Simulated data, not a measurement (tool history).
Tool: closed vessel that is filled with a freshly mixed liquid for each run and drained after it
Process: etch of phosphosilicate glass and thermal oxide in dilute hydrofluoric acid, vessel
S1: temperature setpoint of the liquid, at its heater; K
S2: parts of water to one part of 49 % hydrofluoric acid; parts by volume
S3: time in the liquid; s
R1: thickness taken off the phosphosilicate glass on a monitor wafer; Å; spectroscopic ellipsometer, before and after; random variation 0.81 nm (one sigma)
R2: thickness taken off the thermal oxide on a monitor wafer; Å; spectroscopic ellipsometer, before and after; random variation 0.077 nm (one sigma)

| run | hour | S1 | S2 | S3 | R1 | R2 |
|---|---|---|---|---|---|---|
| 1 | 0 | 297.15 | 45 | 60 | 1352.1 | 68.405 |
| 2 | 1.1 | 297.15 | 45 | 80 | 1790.8 | 90.828 |
| 3 | 4.2 | 299.15 | 45 | 80 | 1942.9 | 97.691 |
| 4 | 10.1 | 298.15 | 45 | 80 | 1881.1 | 95.64 |
| 5 | 19.1 | 298.15 | 45 | 100 | 2344.6 | 119.81 |
| 6 | 24.2 | 298.15 | 30 | 100 | 3560.9 | 184.75 |
| 7 | 25.2 | 294.15 | 45 | 100 | 1998.9 | 101.22 |

Run 8 comes next. What will it give?
| 8 | 31.7 | 293.15 | 45 | 100 | ? | ? |

Run 8 gave R1 1895.5 Å, R2 95.817 Å.
